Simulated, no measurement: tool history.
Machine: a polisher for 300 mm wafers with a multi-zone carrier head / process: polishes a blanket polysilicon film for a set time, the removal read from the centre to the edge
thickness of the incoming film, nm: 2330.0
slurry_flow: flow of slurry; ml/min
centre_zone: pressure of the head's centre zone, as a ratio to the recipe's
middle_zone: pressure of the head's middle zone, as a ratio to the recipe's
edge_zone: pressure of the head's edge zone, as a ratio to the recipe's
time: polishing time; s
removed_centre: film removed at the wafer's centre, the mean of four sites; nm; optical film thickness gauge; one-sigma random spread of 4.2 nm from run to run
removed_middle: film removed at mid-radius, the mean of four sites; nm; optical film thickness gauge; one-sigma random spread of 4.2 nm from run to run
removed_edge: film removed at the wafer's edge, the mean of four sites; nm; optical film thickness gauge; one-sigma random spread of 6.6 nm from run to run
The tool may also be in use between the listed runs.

{"run": 1, "hour": 0.0, "slurry_flow": 320, "centre_zone": 1.0, "middle_zone": 1.0, "edge_zone": 1.0, "time": 78, "removed_centre": 751.51, "removed_middle": 750.09, "removed_edge": 747.8}
{"run": 2, "hour": 3.7, "slurry_flow": 320, "centre_zone": 0.98, "middle_zone": 0.99, "edge_zone": 0.98, "time": 76, "removed_centre": 719.82, "removed_middle": 720.66, "removed_edge": 725.35}
{"run": 3, "hour": 7.2, "slurry_flow": 320, "centre_zone": 0.98, "middle_zone": 1.04, "edge_zone": 0.98, "time": 76, "removed_centre": 711.45, "removed_middle": 749.48, "removed_edge": 718.67}
{"run": 4, "hour": 11.6, "slurry_flow": 320, "centre_zone": 0.97, "middle_zone": 1.03, "edge_zone": 0.96, "time": 74, "removed_centre": 702.11, "removed_middle": 711.29, "removed_edge": 686.44}
{"run": 5, "hour": 18.3, "slurry_flow": 320, "centre_zone": 0.97, "middle_zone": 1.03, "edge_zone": 0.89, "time": 74, "removed_centre": 692.81, "removed_middle": 734.08, "removed_edge": 665.36}
{"run": 6, "hour": 21.1, "slurry_flow": 315, "centre_zone": 0.95, "middle_zone": 1.02, "edge_zone": 0.88, "time": 73, "removed_centre": 668.43, "removed_middle": 698.88, "removed_edge": 653.95}

Run 7 is up next; what results do you expect?
{"run": 7, "hour": 28.8, "slurry_flow": 310, "centre_zone": 0.94, "middle_zone": 1.02, "edge_zone": 0.87, "time": 72, "removed_centre": "?", "removed_middle": "?", "removed_edge": "?"}

Run 7 produced removed_centre 648.42 nm, removed_middle 696.07 nm, removed_edge 626.36 nm.

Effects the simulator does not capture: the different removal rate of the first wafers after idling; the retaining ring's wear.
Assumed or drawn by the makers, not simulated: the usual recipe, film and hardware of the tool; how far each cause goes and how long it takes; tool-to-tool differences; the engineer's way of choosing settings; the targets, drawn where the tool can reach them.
